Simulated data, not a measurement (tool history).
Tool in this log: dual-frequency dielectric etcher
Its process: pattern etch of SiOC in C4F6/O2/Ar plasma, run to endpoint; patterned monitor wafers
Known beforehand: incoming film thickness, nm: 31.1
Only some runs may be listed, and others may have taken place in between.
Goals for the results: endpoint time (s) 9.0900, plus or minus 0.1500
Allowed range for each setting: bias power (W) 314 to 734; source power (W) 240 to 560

Run 1, hour 0.0: bias power (W) 524, source power (W) 400. Result: endpoint time (s) 9.4928.
Run 2, hour 6.6: bias power (W) 524, source power (W) 360. Result: endpoint time (s) 10.0380.
Run 3, hour 13.7: bias power (W) 524, source power (W) 300. Result: endpoint time (s) 11.3820.
Run 4, hour 16.7: bias power (W) 548, source power (W) 310. Result: endpoint time (s) 10.8080.
Run 5, hour 24.3: bias power (W) 548, source power (W) 340. Result: endpoint time (s) 10.2410.
Run 6, hour 30.0: bias power (W) 563, source power (W) 340. Result: endpoint time (s) 10.0830.
Run 7, hour 32.8: bias power (W) 668, source power (W) 350. Result: endpoint time (s) 9.2921.
Run 8, hour 37.0: bias power (W) 672, source power (W) 350. Result: endpoint time (s) 9.2713.

Next run, 5 choices. One meets every target within its allowed miss, the rest don't. Which?
Run A, hour 41.2: bias power (W) 700, source power (W) 370. Result: endpoint time (s) ?.
Run B, hour 41.2: bias power (W) 706, source power (W) 350. Result: endpoint time (s) ?.
Run C, hour 41.2: bias power (W) 719, source power (W) 320. Result: endpoint time (s) ?.
Run D, hour 41.2: bias power (W) 652, source power (W) 340. Result: endpoint time (s) ?.
Run E, hour 41.2: bias power (W) 561, source power (W) 450. Result: endpoint time (s) ?.

move  endpoint time (s)
   A             8.8072
   B             9.0632
   C             9.4961
   D             9.5264
   E             8.6530
A: takes the biggest miss from the last run beyond its target
B: all results in spec
C: lands further from the targets than the last run did
D: lands further from the targets than the last run did
E: takes the biggest miss from the last run beyond its target
Answer: B

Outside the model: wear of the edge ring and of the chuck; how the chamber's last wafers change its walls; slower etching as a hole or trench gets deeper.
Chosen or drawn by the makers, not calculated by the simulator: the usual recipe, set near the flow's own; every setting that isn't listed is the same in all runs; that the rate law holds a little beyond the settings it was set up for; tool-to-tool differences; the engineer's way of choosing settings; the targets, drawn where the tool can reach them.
